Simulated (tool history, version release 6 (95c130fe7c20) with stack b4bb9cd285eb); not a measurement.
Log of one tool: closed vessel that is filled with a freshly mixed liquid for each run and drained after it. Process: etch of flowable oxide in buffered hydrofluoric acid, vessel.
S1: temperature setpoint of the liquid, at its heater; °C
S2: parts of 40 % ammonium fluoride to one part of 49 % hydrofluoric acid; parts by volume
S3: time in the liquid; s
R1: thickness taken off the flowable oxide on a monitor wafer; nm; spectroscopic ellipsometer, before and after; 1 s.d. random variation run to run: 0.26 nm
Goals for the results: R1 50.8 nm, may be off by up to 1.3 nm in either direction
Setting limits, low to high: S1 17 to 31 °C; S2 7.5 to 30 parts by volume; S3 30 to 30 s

run	hour	S1	S2	S3	R1
1	0	23	20.5	30	23.548
2	1	23	16	30	29.585
3	7.9	25	15.5	30	34.132
4	12.2	25	15.5	30	34.671
5	16.6	25	15.5	30	34.522
6	21.6	23.5	15.5	30	31.755
7	23.2	25	15	30	35.335
8	25.3	26.5	15	30	38.374

Exactly one of the 4 candidate moves below puts every result within its allowed miss. Which one?
A	27.4	24.5	10	30	?
B	27.4	25.5	8.5	30	?
C	27.4	28.5	11.5	30	?
D	27.4	29.5	10.5	30	?

move	R1
A	51.409
B	61.697
C	55.61
D	64.054
A: all results in spec
B: carries the result that was furthest off beyond its target, to the other side
C: carries the result that was furthest off beyond its target, to the other side
D: carries the result that was furthest off beyond its target, to the other side
Move A is the one to make.
